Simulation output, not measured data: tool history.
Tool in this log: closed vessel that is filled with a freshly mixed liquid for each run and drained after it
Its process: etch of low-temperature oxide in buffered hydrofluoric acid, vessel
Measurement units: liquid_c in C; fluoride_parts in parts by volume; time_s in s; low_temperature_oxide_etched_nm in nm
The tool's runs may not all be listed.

run  hour  liquid_c  fluoride_parts  time_s  low_temperature_oxide_etched_nm
  1     0        22            18.5     100                           160.29
  2   3.6        24            16.5     100                           201.73
  3  10.3      25.5              15     100                           242.03
  4  16.7      25.5              15     100                           242.49
  5  23.9      26.5              14     100                           275.21
  6  30.8      26.5              17     100                           225.01
  7  34.8      27.5            15.5     100                            259.6
  8  43.2        28            14.5     100                           286.25
  9  51.4      28.5            13.5     100                           311.91
 10  52.7        29              13     100                           330.51
 11  60.8        29            12.5     100                            346.6

What does the tool deliver on the next run?
 12  68.1      29.5              12     100                                ?

Run 12 yielded low_temperature_oxide_etched_nm 372.72 nm.

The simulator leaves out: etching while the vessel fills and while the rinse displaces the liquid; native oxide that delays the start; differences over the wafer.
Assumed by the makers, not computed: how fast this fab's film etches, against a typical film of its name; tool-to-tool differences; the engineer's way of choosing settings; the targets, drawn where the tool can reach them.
